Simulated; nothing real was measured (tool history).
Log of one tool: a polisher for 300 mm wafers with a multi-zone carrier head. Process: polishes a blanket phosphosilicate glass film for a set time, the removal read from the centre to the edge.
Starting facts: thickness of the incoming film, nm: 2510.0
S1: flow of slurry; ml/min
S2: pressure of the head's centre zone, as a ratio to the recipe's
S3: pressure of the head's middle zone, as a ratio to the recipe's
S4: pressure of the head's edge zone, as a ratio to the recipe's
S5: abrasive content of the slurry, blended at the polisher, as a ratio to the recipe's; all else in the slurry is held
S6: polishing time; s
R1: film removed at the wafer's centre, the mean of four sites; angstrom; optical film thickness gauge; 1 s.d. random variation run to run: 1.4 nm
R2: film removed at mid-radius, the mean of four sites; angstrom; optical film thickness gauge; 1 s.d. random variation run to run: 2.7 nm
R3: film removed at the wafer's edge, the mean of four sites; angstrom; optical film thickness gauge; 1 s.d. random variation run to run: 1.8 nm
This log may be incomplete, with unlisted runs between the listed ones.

run 1 hour=0.0 | S1=220 S2=1.00 S3=1.00 S4=1.00 S5=1.00 S6=41 | R1=2785.2 R2=3160.2 R3=3122.5
run 2 hour=7.0 | S1=175 S2=1.00 S3=1.00 S4=1.00 S5=1.00 S6=41 | R1=2620.7 R2=3012.6 R3=3070.6
run 3 hour=13.6 | S1=175 S2=0.96 S3=1.00 S4=1.00 S5=1.00 S6=41 | R1=2544.0 R2=3008.3 R3=3065.6
run 4 hour=21.4 | S1=180 S2=0.95 S3=1.00 S4=0.98 S5=0.90 S6=39 | R1=2273.7 R2=2760.6 R3=2777.0
run 5 hour=27.9 | S1=180 S2=0.95 S3=1.00 S4=0.98 S5=0.90 S6=48 | R1=2838.4 R2=3370.1 R3=3358.3
run 6 hour=31.8 | S1=180 S2=0.95 S3=1.00 S4=0.98 S5=0.90 S6=41 | R1=2394.9 R2=2824.9 R3=2890.8

Run 7 comes next. What will it give?
run 7 hour=34.9 | S1=190 S2=0.95 S3=1.01 S4=0.96 S5=0.85 S6=39 | R1=? R2=? R3=?

Run 7 produced R1 2222.7 angstrom, R2 2705.4 angstrom, R3 2656.3 angstrom.
